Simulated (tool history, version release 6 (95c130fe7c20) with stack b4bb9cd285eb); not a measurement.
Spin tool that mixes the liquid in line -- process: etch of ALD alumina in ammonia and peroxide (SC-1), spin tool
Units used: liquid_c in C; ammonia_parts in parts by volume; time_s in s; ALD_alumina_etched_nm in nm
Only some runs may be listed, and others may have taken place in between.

run	day	liquid_c	ammonia_parts	time_s	ALD_alumina_etched_nm
1	0	55	0.75	130	14.701
2	0.362	53.5	0.75	130	13.491
3	0.646	52.5	0.75	130	12.847
4	0.862	51.5	0.75	130	12.171
5	0.917	50.5	0.75	130	11.589
# day 1.133: ammonia flow meter replaced
6	1.133	50	0.75	130	11.094
7	1.171	49.5	0.75	130	10.813

Estimate the outcome of run 8 from the log above:
8	1.338	46	0.75	130	?

{"run 8": {"ALD_alumina_etched_nm": 8.9031}}

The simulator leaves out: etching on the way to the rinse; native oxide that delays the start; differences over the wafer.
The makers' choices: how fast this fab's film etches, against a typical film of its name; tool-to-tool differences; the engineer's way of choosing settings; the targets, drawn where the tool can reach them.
